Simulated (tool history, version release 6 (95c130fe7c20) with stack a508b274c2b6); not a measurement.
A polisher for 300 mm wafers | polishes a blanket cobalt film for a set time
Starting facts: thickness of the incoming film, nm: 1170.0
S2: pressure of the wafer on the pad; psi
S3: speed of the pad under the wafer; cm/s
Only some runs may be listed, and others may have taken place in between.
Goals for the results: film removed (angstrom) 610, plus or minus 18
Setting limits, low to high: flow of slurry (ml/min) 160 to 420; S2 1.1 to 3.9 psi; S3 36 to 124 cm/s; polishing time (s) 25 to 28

{"run": 1, "hour": 0.0, "flow of slurry (ml/min)": 270, "S2": 2.5, "S3": 80, "polishing time (s)": 28, "film removed (angstrom)": 1437.9}
{"run": 2, "hour": 7.3, "flow of slurry (ml/min)": 300, "S2": 2.5, "S3": 80, "polishing time (s)": 28, "film removed (angstrom)": 1431.6}
{"run": 3, "hour": 8.3, "flow of slurry (ml/min)": 300, "S2": 2.3, "S3": 76, "polishing time (s)": 28, "film removed (angstrom)": 1296.5}
{"run": 4, "hour": 10.3, "flow of slurry (ml/min)": 300, "S2": 2.3, "S3": 76, "polishing time (s)": 28, "film removed (angstrom)": 1327}
{"run": 5, "hour": 11.0, "flow of slurry (ml/min)": 295, "S2": 2.1, "S3": 70, "polishing time (s)": 28, "film removed (angstrom)": 1126.8}
{"run": 6, "hour": 16.9, "flow of slurry (ml/min)": 295, "S2": 2.7, "S3": 70, "polishing time (s)": 28, "film removed (angstrom)": 1386.7}
{"run": 7, "hour": 17.9, "flow of slurry (ml/min)": 295, "S2": 2.4, "S3": 66, "polishing time (s)": 28, "film removed (angstrom)": 1177.9}
{"run": 8, "hour": 25.3, "flow of slurry (ml/min)": 290, "S2": 2.2, "S3": 64, "polishing time (s)": 28, "film removed (angstrom)": 1084.2}
{"run": 9, "hour": 31.8, "flow of slurry (ml/min)": 290, "S2": 2.2, "S3": 64, "polishing time (s)": 28, "film removed (angstrom)": 1087.6}
{"run": 10, "hour": 32.4, "flow of slurry (ml/min)": 290, "S2": 2, "S3": 62, "polishing time (s)": 28, "film removed (angstrom)": 979.66}
{"run": 11, "hour": 35.4, "flow of slurry (ml/min)": 285, "S2": 1.8, "S3": 60, "polishing time (s)": 28, "film removed (angstrom)": 876.51}
{"run": 12, "hour": 41.6, "flow of slurry (ml/min)": 280, "S2": 1.7, "S3": 60, "polishing time (s)": 28, "film removed (angstrom)": 832.86}
{"run": 13, "hour": 42.7, "flow of slurry (ml/min)": 270, "S2": 1.6, "S3": 60, "polishing time (s)": 28, "film removed (angstrom)": 794.28}
{"run": 14, "hour": 47.8, "flow of slurry (ml/min)": 270, "S2": 1.6, "S3": 60, "polishing time (s)": 28, "film removed (angstrom)": 803.4}
{"run": 15, "hour": 55.0, "flow of slurry (ml/min)": 265, "S2": 1.1, "S3": 54, "polishing time (s)": 28, "film removed (angstrom)": 565.79}

Of the 4 settings listed for the next run, only one would bring every result within its allowed miss of target. Which one?
{"run": "A", "hour": 62.2, "flow of slurry (ml/min)": 235, "S2": 1.1, "S3": 54, "polishing time (s)": 25, "film removed (angstrom)": "?"}
{"run": "B", "hour": 62.2, "flow of slurry (ml/min)": 220, "S2": 1.2, "S3": 48, "polishing time (s)": 28, "film removed (angstrom)": "?"}
{"run": "C", "hour": 62.2, "flow of slurry (ml/min)": 215, "S2": 1.4, "S3": 52, "polishing time (s)": 27, "film removed (angstrom)": "?"}
{"run": "D", "hour": 62.2, "flow of slurry (ml/min)": 235, "S2": 1.1, "S3": 58, "polishing time (s)": 25, "film removed (angstrom)": "?"}

move=A film_removed_(angstrom)=499.24
move=B film_removed_(angstrom)=535.99
move=C film_removed_(angstrom)=610.01
move=D film_removed_(angstrom)=528.51
A: moves away from the targets compared with the last run
B: moves away from the targets compared with the last run
C: each result inside its tolerance
D: moves away from the targets compared with the last run
C is the move that brings every result within its allowed miss.

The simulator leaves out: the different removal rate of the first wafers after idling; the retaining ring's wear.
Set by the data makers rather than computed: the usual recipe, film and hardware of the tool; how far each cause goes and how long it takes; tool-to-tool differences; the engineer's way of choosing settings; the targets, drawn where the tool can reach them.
